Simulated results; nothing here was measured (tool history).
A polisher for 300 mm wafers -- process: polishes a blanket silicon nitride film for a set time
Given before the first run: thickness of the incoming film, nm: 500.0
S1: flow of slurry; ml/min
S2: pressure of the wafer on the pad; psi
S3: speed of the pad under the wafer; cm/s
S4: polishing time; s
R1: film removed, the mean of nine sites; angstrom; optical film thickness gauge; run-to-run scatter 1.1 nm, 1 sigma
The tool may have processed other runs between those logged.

run	hour	S1	S2	S3	S4	R1
1	0.0	130	3.2	138	59	1049.10
2	8.1	130	3.1	138	59	1042.80
3	15.6	130	3.1	172	59	1225.10
4	23.2	130	3.1	154	59	1132.90
5	25.4	130	3.1	154	59	1106.00
6	26.3	110	3.1	154	59	1091.90
7	32.1	110	2.9	154	59	1023.30
8	34.1	110	2.8	154	59	967.29
9	40.2	110	2.7	154	59	941.60
# hour 42.9: head pressure recalibrated
10	42.9	105	1.9	150	59	621.84
11	44.8	105	1.9	150	59	623.75
12	45.9	105	2.0	150	59	622.30
13	54.6	105	2.1	150	59	664.08

Expected results for the next run?
14	55.5	105	2.2	150	59	?

R1: 697.58 angstrom

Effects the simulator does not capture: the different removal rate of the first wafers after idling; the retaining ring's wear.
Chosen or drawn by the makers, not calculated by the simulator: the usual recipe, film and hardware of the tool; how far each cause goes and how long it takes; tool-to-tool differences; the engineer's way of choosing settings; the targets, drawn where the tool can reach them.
